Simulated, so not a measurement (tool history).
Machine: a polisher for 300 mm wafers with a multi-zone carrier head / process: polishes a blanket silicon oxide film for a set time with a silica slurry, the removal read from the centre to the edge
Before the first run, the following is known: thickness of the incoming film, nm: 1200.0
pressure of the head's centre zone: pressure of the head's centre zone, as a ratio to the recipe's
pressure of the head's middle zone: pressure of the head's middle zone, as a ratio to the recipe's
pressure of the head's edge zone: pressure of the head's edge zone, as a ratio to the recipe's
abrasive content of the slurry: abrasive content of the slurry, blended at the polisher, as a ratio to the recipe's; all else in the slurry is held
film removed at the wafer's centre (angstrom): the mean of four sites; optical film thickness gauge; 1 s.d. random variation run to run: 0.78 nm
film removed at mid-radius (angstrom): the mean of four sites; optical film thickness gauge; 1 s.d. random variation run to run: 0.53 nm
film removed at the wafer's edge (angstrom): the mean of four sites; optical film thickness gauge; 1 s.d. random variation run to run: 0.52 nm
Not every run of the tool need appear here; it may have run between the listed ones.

| run | hour | flow of slurry (ml/min) | pressure of the head's centre zone | pressure of the head's middle zone | pressure of the head's edge zone | abrasive content of the slurry | polishing time (s) | film removed at the wafer's centre (angstrom) | film removed at mid-radius (angstrom) | film removed at the wafer's edge (angstrom) |
|---|---|---|---|---|---|---|---|---|---|---|
| 1 | 0 | 125 | 1 | 1 | 1 | 1 | 38 | 635.63 | 643.64 | 638.13 |
| 2 | 7.9 | 125 | 1 | 1 | 0.94 | 1 | 38 | 629.54 | 631.11 | 600.3 |
| 3 | 10.7 | 115 | 1.02 | 0.94 | 0.91 | 0.95 | 38 | 630.44 | 576.84 | 574.92 |
| 4 | 19.6 | 115 | 1.02 | 0.94 | 0.91 | 1.1 | 38 | 645.36 | 608.6 | 619.47 |
| 5 | 24.5 | 115 | 1.02 | 0.94 | 0.94 | 1.1 | 38 | 648.5 | 604.49 | 620.93 |
| 6 | 27 | 115 | 1.02 | 0.85 | 0.94 | 1.1 | 38 | 644.26 | 555.13 | 622.46 |
| 7 | 35.1 | 110 | 1.02 | 0.84 | 0.91 | 1 | 38 | 607.18 | 540.97 | 580.02 |

Run 8 has not been measured yet. What should we expect?
| 8 | 40.1 | 105 | 1.05 | 0.83 | 0.92 | 0.9 | 37 | ? | ? | ? |

film removed at the wafer's centre (angstrom): 585.43
film removed at mid-radius (angstrom): 495.43
film removed at the wafer's edge (angstrom): 550.79

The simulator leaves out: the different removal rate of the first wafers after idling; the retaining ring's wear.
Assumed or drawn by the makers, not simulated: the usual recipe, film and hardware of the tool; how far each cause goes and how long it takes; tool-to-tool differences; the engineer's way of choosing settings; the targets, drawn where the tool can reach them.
